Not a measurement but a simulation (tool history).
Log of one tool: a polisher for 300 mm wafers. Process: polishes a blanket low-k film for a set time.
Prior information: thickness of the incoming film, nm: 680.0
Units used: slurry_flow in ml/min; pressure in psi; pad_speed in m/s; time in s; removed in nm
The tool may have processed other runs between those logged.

run 1 day=0 | slurry_flow=290 pressure=1.4 pad_speed=1.12 slurry_solids=1 time=45 | removed=12.909
run 2 day=0.025 | slurry_flow=360 pressure=1.4 pad_speed=1.12 slurry_solids=1 time=45 | removed=13.132
run 3 day=0.375 | slurry_flow=360 pressure=1.6 pad_speed=1.12 slurry_solids=1 time=45 | removed=15.077
run 4 day=0.646 | slurry_flow=360 pressure=1.6 pad_speed=0.98 slurry_solids=1 time=45 | removed=13.47
run 5 day=0.942 | slurry_flow=360 pressure=1.9 pad_speed=0.98 slurry_solids=1 time=45 | removed=15.548
run 6 day=0.971 | slurry_flow=360 pressure=1.7 pad_speed=0.96 slurry_solids=1 time=45 | removed=13.784

For run 7, what comes out?
run 7 day=1.325 | slurry_flow=360 pressure=1.6 pad_speed=0.94 slurry_solids=1 time=45 | removed=?

{"run 7": {"removed": 12.753}}
